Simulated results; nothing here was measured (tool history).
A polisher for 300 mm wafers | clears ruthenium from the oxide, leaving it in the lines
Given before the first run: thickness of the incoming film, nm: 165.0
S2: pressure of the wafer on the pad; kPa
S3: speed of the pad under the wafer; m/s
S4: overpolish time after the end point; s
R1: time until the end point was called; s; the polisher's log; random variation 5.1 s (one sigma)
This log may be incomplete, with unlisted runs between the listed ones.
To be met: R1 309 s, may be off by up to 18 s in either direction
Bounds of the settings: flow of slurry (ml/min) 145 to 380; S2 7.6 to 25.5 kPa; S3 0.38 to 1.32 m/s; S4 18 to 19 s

Run 1, hour 0: flow of slurry (ml/min) 245, S2 16.5 kPa, S3 0.84 m/s, S4 18 s. Result: R1 125.25 s.
Run 2, hour 6.4: flow of slurry (ml/min) 245, S2 16.5 kPa, S3 1.02 m/s, S4 18 s. Result: R1 105.12 s.
Run 3, hour 10: flow of slurry (ml/min) 245, S2 13.8 kPa, S3 1.02 m/s, S4 18 s. Result: R1 127.02 s.
Run 4, hour 17.9: flow of slurry (ml/min) 245, S2 9.7 kPa, S3 1.02 m/s, S4 18 s. Result: R1 178.23 s.
Run 5, hour 21.9: flow of slurry (ml/min) 240, S2 9 kPa, S3 0.9 m/s, S4 18 s. Result: R1 212.29 s.
Run 6, hour 30.9: flow of slurry (ml/min) 235, S2 8.3 kPa, S3 0.82 m/s, S4 18 s. Result: R1 253.52 s.
Run 7, hour 37.7: flow of slurry (ml/min) 235, S2 8.3 kPa, S3 0.82 m/s, S4 18 s. Result: R1 262.89 s.
Run 8, hour 39: flow of slurry (ml/min) 230, S2 8.3 kPa, S3 0.8 m/s, S4 18 s. Result: R1 262.64 s.

5 candidate next runs follow, results not yet known. Just one meets every target within its allowed miss. Identify it.
Run A, hour 40.3: flow of slurry (ml/min) 250, S2 11 kPa, S3 0.7 m/s, S4 18 s. Result: R1 ?.
Run B, hour 40.3: flow of slurry (ml/min) 220, S2 10.3 kPa, S3 0.88 m/s, S4 19 s. Result: R1 ?.
Run C, hour 40.3: flow of slurry (ml/min) 265, S2 8.3 kPa, S3 0.78 m/s, S4 18 s. Result: R1 ?.
Run D, hour 40.3: flow of slurry (ml/min) 190, S2 7.6 kPa, S3 0.76 m/s, S4 18 s. Result: R1 ?.
Run E, hour 40.3: flow of slurry (ml/min) 245, S2 7.6 kPa, S3 0.62 m/s, S4 18 s. Result: R1 ?.

move      R1
   A  223.25
   B  192.28
   C     263
   D  300.97
   E  358.32
A: misses by more than the last run did
B: misses by more than the last run did
C: neither nearer nor further off than the last run
D: hits every target within its allowed miss
E: takes the result that was furthest off past its target
D meets every target.
